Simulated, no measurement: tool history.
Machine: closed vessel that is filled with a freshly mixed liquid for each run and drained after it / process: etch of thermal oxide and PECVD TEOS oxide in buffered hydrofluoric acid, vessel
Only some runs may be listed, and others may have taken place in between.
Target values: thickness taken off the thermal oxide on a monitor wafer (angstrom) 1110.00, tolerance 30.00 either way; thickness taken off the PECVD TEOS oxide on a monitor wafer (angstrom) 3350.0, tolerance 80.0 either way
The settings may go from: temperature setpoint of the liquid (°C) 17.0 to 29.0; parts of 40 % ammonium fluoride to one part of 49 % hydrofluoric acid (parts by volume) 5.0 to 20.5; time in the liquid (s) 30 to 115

| run | hour | temperature setpoint of the liquid (°C) | parts of 40 % ammonium fluoride to one part of 49 % hydrofluoric acid (parts by volume) | time in the liquid (s) | thickness taken off the thermal oxide on a monitor wafer (angstrom) | thickness taken off the PECVD TEOS oxide on a monitor wafer (angstrom) |
|---|---|---|---|---|---|---|
| 1 | 0.0 | 21.0 | 12.5 | 60 | 493.36 | 1500.6 |
| 2 | 5.7 | 17.5 | 12.5 | 60 | 410.30 | 1242.1 |
| 3 | 11.7 | 19.0 | 12.0 | 60 | 461.18 | 1396.5 |
| 4 | 13.4 | 22.0 | 12.0 | 60 | 548.84 | 1641.4 |
| 5 | 16.9 | 20.5 | 12.0 | 60 | 506.14 | 1524.2 |
| 6 | 23.6 | 21.5 | 11.5 | 60 | 558.70 | 1692.9 |
| 7 | 32.1 | 22.5 | 11.0 | 60 | 602.94 | 1859.7 |
| 8 | 37.4 | 23.5 | 10.5 | 60 | 678.42 | 2042.1 |
| 9 | 39.7 | 24.5 | 10.0 | 60 | 745.96 | 2256.8 |
| 10 | 40.7 | 25.0 | 10.0 | 60 | 768.43 | 2338.1 |
| 11 | 45.6 | 25.5 | 10.0 | 60 | 801.76 | 2388.7 |
| 12 | 50.2 | 26.0 | 9.5 | 60 | 836.90 | 2524.6 |
| 13 | 58.3 | 29.0 | 7.5 | 60 | 1262.20 | 3756.3 |
| 14 | 60.2 | 28.5 | 7.5 | 60 | 1201.70 | 3617.4 |
| 15 | 65.3 | 27.5 | 7.5 | 60 | 1154.70 | 3488.3 |

Below are 5 possible settings for the next run. Only one of them brings all results inside the allowed miss of their targets. Which is it?
| A | 70.4 | 28.5 | 7.5 | 55 | ? | ? |
| B | 70.4 | 26.0 | 5.5 | 45 | ? | ? |
| C | 70.4 | 27.5 | 7.5 | 55 | ? | ? |
| D | 70.4 | 29.0 | 13.0 | 85 | ? | ? |
| E | 70.4 | 28.0 | 9.0 | 65 | ? | ? |

| move | thickness taken off the thermal oxide on a monitor wafer (angstrom) | thickness taken off the PECVD TEOS oxide on a monitor wafer (angstrom) |
|---|---|---|
| A | 1118.40 | 3338.4 |
| B | 1061.30 | 3168.0 |
| C | 1060.60 | 3165.9 |
| D | 1055.90 | 3152.0 |
| E | 1056.60 | 3154.0 |
A: each result inside its tolerance
B: the result that was furthest off in the last run now lies on the other side of its target
C: the result that was furthest off in the last run now lies on the other side of its target
D: the result that was furthest off in the last run now lies on the other side of its target
E: the result that was furthest off in the last run now lies on the other side of its target
A meets every target.
